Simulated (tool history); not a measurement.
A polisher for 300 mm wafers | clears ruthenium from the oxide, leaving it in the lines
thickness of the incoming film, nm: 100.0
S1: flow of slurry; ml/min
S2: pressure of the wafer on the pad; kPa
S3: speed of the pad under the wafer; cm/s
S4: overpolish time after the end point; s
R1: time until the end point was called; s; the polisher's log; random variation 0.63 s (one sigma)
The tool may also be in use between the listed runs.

run  hour   S1    S2  S3  S4       R1
  1   0.0  265  10.3  94  31  109.350
  2   5.0  265  10.3  94  31  108.430
  3  10.2  265  10.3  76  31  136.970
  4  16.7  265  11.0  78  31  123.170
  5  20.0  290  11.0  78  31  122.780
  6  25.2  290  12.4  78  31  112.270
  7  32.3  290  13.1  82  31   98.890

Run 8 comes next. What will it give?
  8  34.1  290  13.8  84  31   ?

Run 8 gave R1 93.887 s.
